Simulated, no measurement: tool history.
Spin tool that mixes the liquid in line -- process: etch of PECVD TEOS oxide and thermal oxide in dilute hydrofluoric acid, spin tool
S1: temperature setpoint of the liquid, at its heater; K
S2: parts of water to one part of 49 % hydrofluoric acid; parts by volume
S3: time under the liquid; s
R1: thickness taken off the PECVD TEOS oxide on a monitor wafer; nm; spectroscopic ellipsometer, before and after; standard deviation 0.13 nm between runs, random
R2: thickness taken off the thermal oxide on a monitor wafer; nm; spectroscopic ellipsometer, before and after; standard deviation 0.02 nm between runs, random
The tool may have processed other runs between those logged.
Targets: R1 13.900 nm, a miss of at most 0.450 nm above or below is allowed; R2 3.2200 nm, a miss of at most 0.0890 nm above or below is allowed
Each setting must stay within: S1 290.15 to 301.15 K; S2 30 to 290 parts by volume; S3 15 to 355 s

Run 1, day 0.000: S1 293.15 K, S2 160 parts by volume, S3 180 s. Result: R1 21.268 nm, R2 4.8898 nm.
Run 2, day 0.246: S1 290.15 K, S2 160 parts by volume, S3 180 s. Result: R1 18.720 nm, R2 4.3255 nm.
Run 3, day 0.579: S1 290.15 K, S2 170 parts by volume, S3 180 s. Result: R1 17.382 nm, R2 4.0085 nm.
Run 4, day 0.829: S1 290.15 K, S2 175 parts by volume, S3 180 s. Result: R1 17.069 nm, R2 3.8761 nm.
Run 5, day 1.162: S1 290.15 K, S2 175 parts by volume, S3 180 s. Result: R1 16.745 nm, R2 3.9158 nm.
Run 6, day 1.200: S1 290.15 K, S2 180 parts by volume, S3 180 s. Result: R1 16.208 nm, R2 3.7924 nm.
Run 7, day 1.562: S1 290.15 K, S2 185 parts by volume, S3 180 s. Result: R1 15.804 nm, R2 3.6916 nm.
Run 8, day 1.775: S1 290.15 K, S2 190 parts by volume, S3 180 s. Result: R1 15.493 nm, R2 3.5664 nm.
Run 9, day 2.071: S1 290.15 K, S2 195 parts by volume, S3 180 s. Result: R1 14.701 nm, R2 3.4184 nm.
Run 10, day 2.346: S1 290.15 K, S2 200 parts by volume, S3 180 s. Result: R1 14.506 nm, R2 3.2881 nm.

4 candidate next runs follow, results not yet known. Just one meets every target within its allowed miss. Identify it.
Run A, day 2.621: S1 291.65 K, S2 235 parts by volume, S3 210 s. Result: R1 ?, R2 ?.
Run B, day 2.621: S1 291.15 K, S2 180 parts by volume, S3 155 s. Result: R1 ?, R2 ?.
Run C, day 2.621: S1 291.15 K, S2 180 parts by volume, S3 160 s. Result: R1 ?, R2 ?.
Run D, day 2.621: S1 290.15 K, S2 195 parts by volume, S3 170 s. Result: R1 ?, R2 ?.

move      R1      R2
   A  14.615  3.4208
   B  14.582  3.4132
   C  15.053  3.5233
   D  13.989  3.2744
A: its largest miss is bigger than the last run's
B: its largest miss is bigger than the last run's
C: its largest miss is bigger than the last run's
D: all results land within tolerance of their targets
Correct choice: D, which meets every target
